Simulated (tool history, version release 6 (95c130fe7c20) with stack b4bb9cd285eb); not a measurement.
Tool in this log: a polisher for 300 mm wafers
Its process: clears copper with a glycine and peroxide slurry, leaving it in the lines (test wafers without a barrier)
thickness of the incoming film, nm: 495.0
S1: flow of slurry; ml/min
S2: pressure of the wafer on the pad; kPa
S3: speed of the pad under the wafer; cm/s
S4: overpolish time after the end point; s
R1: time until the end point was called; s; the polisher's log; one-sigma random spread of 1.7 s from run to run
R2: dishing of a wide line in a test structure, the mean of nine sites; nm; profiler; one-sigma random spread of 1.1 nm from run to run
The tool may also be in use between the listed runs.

run	day	S1	S2	S3	S4	R1	R2
1	0	280	11.7	110	25	96.565	69.235
2	0.167	280	11.7	98	25	104.05	65.324
3	0.388	280	12.4	98	28	103.43	73.077
4	0.483	280	12.4	110	28	95.151	77.154
5	0.825	280	12.4	108	30	96.61	79.922
6	1.062	280	11	108	30	105.72	74.45
7	1.392	280	11.7	108	32	102.44	80.611
8	1.462	280	12.4	108	33	97.819	83
9	1.542	280	12.4	108	33	97.539	84.881
10	1.783	280	12.4	108	34	95.804	85.481

Run 11 has not been measured yet. What should we expect?
11	2.088	280	12.4	108	36	?	?

Run 11 came out at R1 99.523 s, R2 89.874 nm.
